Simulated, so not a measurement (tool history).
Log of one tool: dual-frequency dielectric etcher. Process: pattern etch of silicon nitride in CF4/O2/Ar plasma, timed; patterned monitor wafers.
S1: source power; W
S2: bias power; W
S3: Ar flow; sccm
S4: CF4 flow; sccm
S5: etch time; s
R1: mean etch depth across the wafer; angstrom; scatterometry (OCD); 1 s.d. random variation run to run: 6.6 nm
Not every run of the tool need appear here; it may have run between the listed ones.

Run 1, hour 0: S1 430 W, S2 54 W, S3 138 sccm, S4 84 sccm, S5 659 s. Result: R1 10356 angstrom.
Run 2, hour 7.1: S1 450 W, S2 54 W, S3 138 sccm, S4 84 sccm, S5 659 s. Result: R1 10708 angstrom.
Run 3, hour 13.6: S1 470 W, S2 54 W, S3 138 sccm, S4 84 sccm, S5 659 s. Result: R1 11196 angstrom.
Run 4, hour 16.5: S1 470 W, S2 54 W, S3 138 sccm, S4 84 sccm, S5 690 s. Result: R1 11624 angstrom.
Run 5, hour 23.8: S1 470 W, S2 54 W, S3 138 sccm, S4 78 sccm, S5 690 s. Result: R1 11618 angstrom.
Run 6, hour 32.9: S1 470 W, S2 54 W, S3 116 sccm, S4 78 sccm, S5 690 s. Result: R1 11637 angstrom.
Run 7, hour 38.4: S1 480 W, S2 54 W, S3 116 sccm, S4 78 sccm, S5 690 s. Result: R1 11966 angstrom.

Forecast run 8:
Run 8, hour 41.9: S1 490 W, S2 54 W, S3 116 sccm, S4 78 sccm, S5 690 s. Result: R1 ?.

{"run 8": {"R1": 12092}}
